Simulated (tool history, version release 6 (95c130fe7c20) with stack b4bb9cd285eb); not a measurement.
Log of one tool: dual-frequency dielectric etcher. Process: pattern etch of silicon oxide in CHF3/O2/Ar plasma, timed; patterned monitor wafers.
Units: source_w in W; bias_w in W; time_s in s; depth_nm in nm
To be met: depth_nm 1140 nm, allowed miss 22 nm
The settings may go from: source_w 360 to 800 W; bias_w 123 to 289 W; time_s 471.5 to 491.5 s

| run | hour | source_w | bias_w | time_s | depth_nm |
|---|---|---|---|---|---|
| 1 | 0 | 580 | 206 | 471.5 | 999.56 |
| 2 | 8.3 | 480 | 206 | 471.5 | 936.37 |
| 3 | 14.2 | 480 | 206 | 471.5 | 939.88 |
| 4 | 20.5 | 400 | 206 | 471.5 | 886.8 |
| 5 | 26 | 450 | 206 | 471.5 | 915.3 |
| 6 | 27.6 | 450 | 170 | 471.5 | 864.84 |
| 7 | 36.3 | 490 | 176 | 472 | 897.57 |
| 8 | 41.2 | 530 | 181 | 472.5 | 934.36 |
| 9 | 45.5 | 560 | 184 | 473 | 951.57 |
| 10 | 51.1 | 590 | 189 | 473.5 | 980.09 |
| 11 | 52.3 | 610 | 193 | 474 | 1004.6 |
| 12 | 58.9 | 630 | 195 | 474 | 1017.7 |
| 13 | 62.3 | 740 | 215 | 476 | 1112.7 |
| 14 | 64.7 | 740 | 216 | 476 | 1114.2 |
| 15 | 65.9 | 740 | 217 | 476 | 1119.4 |

5 next moves are on the table. One of them brings every result within its allowed miss. Which?
| A | 67.1 | 720 | 202 | 477.5 | ? |
| B | 67.1 | 700 | 183 | 490.5 | ? |
| C | 67.1 | 670 | 202 | 491.5 | ? |
| D | 67.1 | 730 | 231 | 479.5 | ? |
| E | 67.1 | 730 | 208 | 471.5 | ? |

| move | depth_nm |
|---|---|
| A | 1080.4 |
| B | 1063.7 |
| C | 1085 |
| D | 1140.9 |
| E | 1082.5 |
A: further off than the last run
B: further off than the last run
C: further off than the last run
D: meets every target
E: further off than the last run
Move D is the one to make.

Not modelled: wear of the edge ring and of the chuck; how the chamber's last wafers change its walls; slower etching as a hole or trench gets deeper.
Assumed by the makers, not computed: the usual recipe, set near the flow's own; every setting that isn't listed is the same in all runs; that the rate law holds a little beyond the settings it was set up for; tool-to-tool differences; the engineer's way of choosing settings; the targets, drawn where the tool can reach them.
